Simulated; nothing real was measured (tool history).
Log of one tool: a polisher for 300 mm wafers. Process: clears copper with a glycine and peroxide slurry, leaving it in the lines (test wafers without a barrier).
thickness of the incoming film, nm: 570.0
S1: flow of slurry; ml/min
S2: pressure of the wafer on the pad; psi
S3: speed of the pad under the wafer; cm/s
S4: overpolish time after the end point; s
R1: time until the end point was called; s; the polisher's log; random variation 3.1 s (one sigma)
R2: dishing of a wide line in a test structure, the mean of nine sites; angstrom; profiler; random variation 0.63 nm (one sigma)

run 1 hour=0.0 | S1=135 S2=3.4 S3=82 S4=22 | R1=120.08 R2=487.01
run 2 hour=3.5 | S1=135 S2=3.4 S3=62 S4=22 | R1=147.64 R2=446.81
run 3 hour=6.4 | S1=135 S2=3.4 S3=48 S4=22 | R1=181.84 R2=391.21
run 4 hour=14.5 | S1=115 S2=3.4 S3=48 S4=22 | R1=193.25 R2=388.68
run 5 hour=21.6 | S1=115 S2=3.3 S3=48 S4=19 | R1=185.56 R2=334.79
run 6 hour=28.0 | S1=115 S2=3.3 S3=48 S4=27 | R1=186.70 R2=440.57

Forecast run 7:
run 7 hour=31.9 | S1=115 S2=3.3 S3=48 S4=27 | R1=? R2=?

Run 7 gave R1 192.23 s, R2 418.33 angstrom.

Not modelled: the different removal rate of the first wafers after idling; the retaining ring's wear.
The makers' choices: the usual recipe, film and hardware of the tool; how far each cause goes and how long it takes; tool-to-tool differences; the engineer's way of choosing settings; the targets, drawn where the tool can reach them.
